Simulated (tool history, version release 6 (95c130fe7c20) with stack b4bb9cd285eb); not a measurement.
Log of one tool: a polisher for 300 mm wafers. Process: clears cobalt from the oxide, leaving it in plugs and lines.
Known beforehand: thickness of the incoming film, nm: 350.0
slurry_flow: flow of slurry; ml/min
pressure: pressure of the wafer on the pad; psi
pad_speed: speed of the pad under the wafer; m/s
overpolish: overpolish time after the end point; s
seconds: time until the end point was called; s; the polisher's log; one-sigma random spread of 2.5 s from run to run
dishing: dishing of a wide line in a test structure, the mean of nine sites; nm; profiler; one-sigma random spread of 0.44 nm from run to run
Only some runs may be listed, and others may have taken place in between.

run 1 hour=0 | slurry_flow=215 pressure=1.6 pad_speed=0.88 overpolish=20 | seconds=85.164 dishing=36.081
run 2 hour=4.6 | slurry_flow=215 pressure=1.6 pad_speed=0.88 overpolish=15 | seconds=85.138 dishing=32.727
run 3 hour=7.5 | slurry_flow=215 pressure=1.5 pad_speed=0.86 overpolish=16 | seconds=89.401 dishing=33.463
run 4 hour=11.3 | slurry_flow=215 pressure=1.5 pad_speed=0.86 overpolish=9 | seconds=90.069 dishing=24.835
run 5 hour=15.4 | slurry_flow=215 pressure=1.4 pad_speed=0.82 overpolish=11 | seconds=100.27 dishing=26.127
run 6 hour=19.7 | slurry_flow=215 pressure=1.2 pad_speed=0.82 overpolish=11 | seconds=112.81 dishing=24.758
run 7 hour=21.2 | slurry_flow=215 pressure=1.1 pad_speed=0.8 overpolish=13 | seconds=123.16 dishing=25.862
run 8 hour=25.3 | slurry_flow=210 pressure=0.7 pad_speed=0.62 overpolish=23 | seconds=207 dishing=26.75
run 9 hour=27.3 | slurry_flow=210 pressure=0.7 pad_speed=0.62 overpolish=24 | seconds=208.03 dishing=27.028

What does the tool deliver on the next run?
run 10 hour=30.6 | slurry_flow=210 pressure=0.7 pad_speed=0.62 overpolish=25 | seconds=? dishing=?

Run 10 came out at seconds 209.78 s, dishing 27.904 nm.

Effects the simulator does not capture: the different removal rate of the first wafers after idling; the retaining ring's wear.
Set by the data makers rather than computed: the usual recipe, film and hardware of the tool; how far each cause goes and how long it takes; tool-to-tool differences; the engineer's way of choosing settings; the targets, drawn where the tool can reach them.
